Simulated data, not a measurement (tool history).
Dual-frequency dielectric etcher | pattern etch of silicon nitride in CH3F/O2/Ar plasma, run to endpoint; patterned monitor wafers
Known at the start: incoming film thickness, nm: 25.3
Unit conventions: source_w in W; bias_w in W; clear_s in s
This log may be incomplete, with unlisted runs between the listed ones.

| run | hour | source_w | bias_w | clear_s |
|---|---|---|---|---|
| 1 | 0.0 | 300 | 57 | 43.943 |
| 2 | 8.9 | 340 | 57 | 41.973 |
| 3 | 11.6 | 390 | 57 | 39.473 |
| 4 | 19.2 | 390 | 61 | 38.752 |
| 5 | 23.7 | 370 | 60 | 39.858 |
| 6 | 27.2 | 370 | 69 | 38.484 |
| 7 | 32.3 | 350 | 67 | 39.794 |

Run 8 has not been measured yet. What should we expect?
| 8 | 41.4 | 330 | 65 | ? |

{"run 8": {"clear_s": 41.348}}
